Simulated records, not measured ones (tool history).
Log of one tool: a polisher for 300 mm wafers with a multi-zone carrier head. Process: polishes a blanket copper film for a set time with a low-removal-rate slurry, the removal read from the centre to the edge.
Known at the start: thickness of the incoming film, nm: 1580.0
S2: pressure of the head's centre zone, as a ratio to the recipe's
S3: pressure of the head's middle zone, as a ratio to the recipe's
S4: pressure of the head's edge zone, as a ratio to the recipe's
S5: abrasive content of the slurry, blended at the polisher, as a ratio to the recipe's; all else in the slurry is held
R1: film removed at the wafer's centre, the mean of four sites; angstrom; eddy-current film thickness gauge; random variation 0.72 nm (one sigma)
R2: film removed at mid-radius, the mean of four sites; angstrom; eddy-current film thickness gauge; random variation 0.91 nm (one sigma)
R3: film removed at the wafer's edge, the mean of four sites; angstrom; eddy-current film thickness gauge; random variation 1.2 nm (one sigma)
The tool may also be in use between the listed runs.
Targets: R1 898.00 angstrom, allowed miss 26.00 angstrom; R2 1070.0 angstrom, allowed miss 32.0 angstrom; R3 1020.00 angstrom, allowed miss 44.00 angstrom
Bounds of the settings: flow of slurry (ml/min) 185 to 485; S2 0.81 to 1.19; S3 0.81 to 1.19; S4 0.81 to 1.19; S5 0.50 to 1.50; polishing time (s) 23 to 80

Run 1, hour 0.0: flow of slurry (ml/min) 310, S2 1.00, S3 1.00, S4 1.00, S5 1.00, polishing time (s) 51. Result: R1 1348.60 angstrom, R2 1322.6 angstrom, R3 1379.30 angstrom.
Run 2, hour 8.3: flow of slurry (ml/min) 310, S2 0.98, S3 1.00, S4 0.98, S5 0.95, polishing time (s) 50. Result: R1 1280.10 angstrom, R2 1263.7 angstrom, R3 1304.30 angstrom.
Run 3, hour 14.3: flow of slurry (ml/min) 305, S2 0.96, S3 1.01, S4 0.98, S5 0.90, polishing time (s) 50. Result: R1 1216.60 angstrom, R2 1277.2 angstrom, R3 1269.50 angstrom.
Run 4, hour 17.5: flow of slurry (ml/min) 300, S2 0.94, S3 1.00, S4 0.97, S5 0.85, polishing time (s) 50. Result: R1 1162.40 angstrom, R2 1235.7 angstrom, R3 1262.50 angstrom.
Run 5, hour 21.9: flow of slurry (ml/min) 300, S2 1.00, S3 1.00, S4 0.97, S5 0.85, polishing time (s) 50. Result: R1 1249.40 angstrom, R2 1223.1 angstrom, R3 1250.10 angstrom.
Run 6, hour 24.5: flow of slurry (ml/min) 300, S2 1.00, S3 1.00, S4 0.97, S5 1.05, polishing time (s) 50. Result: R1 1314.40 angstrom, R2 1305.5 angstrom, R3 1304.10 angstrom.
Run 7, hour 25.3: flow of slurry (ml/min) 295, S2 0.98, S3 0.99, S4 0.95, S5 1.00, polishing time (s) 50. Result: R1 1271.50 angstrom, R2 1275.3 angstrom, R3 1285.40 angstrom.
Run 8, hour 28.0: flow of slurry (ml/min) 290, S2 0.88, S3 1.04, S4 0.85, S5 0.75, polishing time (s) 44. Result: R1 946.73 angstrom, R2 1071.0 angstrom, R3 994.33 angstrom.
Run 9, hour 29.2: flow of slurry (ml/min) 285, S2 0.88, S3 1.04, S4 0.85, S5 0.75, polishing time (s) 44. Result: R1 938.47 angstrom, R2 1080.1 angstrom, R3 995.89 angstrom.
Run 10, hour 36.6: flow of slurry (ml/min) 285, S2 0.88, S3 1.04, S4 0.85, S5 0.75, polishing time (s) 44. Result: R1 934.18 angstrom, R2 1096.5 angstrom, R3 1024.60 angstrom.

4 next moves are on the table. One of them brings every result within its allowed miss. Which?
Run A, hour 44.0: flow of slurry (ml/min) 285, S2 0.87, S3 1.06, S4 0.94, S5 0.80, polishing time (s) 42. Result: R1 ?, R2 ?, R3 ?.
Run B, hour 44.0: flow of slurry (ml/min) 410, S2 0.88, S3 1.07, S4 0.81, S5 0.90, polishing time (s) 42. Result: R1 ?, R2 ?, R3 ?.
Run C, hour 44.0: flow of slurry (ml/min) 335, S2 0.92, S3 1.05, S4 0.87, S5 0.80, polishing time (s) 43. Result: R1 ?, R2 ?, R3 ?.
Run D, hour 44.0: flow of slurry (ml/min) 330, S2 0.91, S3 1.06, S4 0.86, S5 0.75, polishing time (s) 43. Result: R1 ?, R2 ?, R3 ?.

move      R1      R2       R3
   A  900.03  1071.4  1015.50
   B  971.08  1148.2  1001.80
   C  991.46  1104.7  1015.20
   D  963.27  1094.1   992.34
A: meets every target
B: further off than the last run
C: further off than the last run
D: further off than the last run
Move A is the one to make.
